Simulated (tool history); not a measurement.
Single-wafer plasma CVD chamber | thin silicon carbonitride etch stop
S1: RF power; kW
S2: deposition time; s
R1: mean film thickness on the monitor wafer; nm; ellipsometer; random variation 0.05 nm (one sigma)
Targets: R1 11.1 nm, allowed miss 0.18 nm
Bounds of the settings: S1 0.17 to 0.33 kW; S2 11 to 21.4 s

| run | hour | S1 | S2 | R1 |
|---|---|---|---|---|
| 1 | 0 | 0.25 | 16.2 | 9.1531 |
| 2 | 2.3 | 0.265 | 16.6 | 9.5563 |
| 3 | 2.8 | 0.265 | 15.8 | 9.1139 |
| 4 | 8.2 | 0.265 | 14.5 | 8.4037 |
| 5 | 11.5 | 0.265 | 15.3 | 8.8915 |
| 6 | 18.9 | 0.245 | 15.3 | 8.5363 |
| 7 | 26.4 | 0.245 | 15.3 | 8.6343 |
| 8 | 31.7 | 0.26 | 15.9 | 9.1472 |
|  | 39.8 | RF generator calibrated |
| 9 | 39.8 | 0.275 | 16.3 | 9.7214 |
| 10 | 41.7 | 0.285 | 16.4 | 9.8696 |
| 11 | 49.6 | 0.295 | 16.6 | 10.197 |
| 12 | 58.4 | 0.3 | 16.7 | 10.298 |
| 13 | 66.9 | 0.305 | 16.8 | 10.352 |
| 14 | 69.2 | 0.325 | 17.9 | 11.392 |

Which of these 5 next moves meets every target?
| A | 71.5 | 0.32 | 17.7 | ? |
| B | 71.5 | 0.33 | 18.7 | ? |
| C | 71.5 | 0.325 | 18.6 | ? |
| D | 71.5 | 0.33 | 18.2 | ? |
| E | 71.5 | 0.33 | 16.8 | ? |

| move | R1 |
|---|---|
| A | 11.141 |
| B | 11.895 |
| C | 11.77 |
| D | 11.577 |
| E | 10.687 |
A: meets every target
B: further off than the last run
C: further off than the last run
D: further off than the last run
E: takes the result that was furthest off past its target
Answer: A
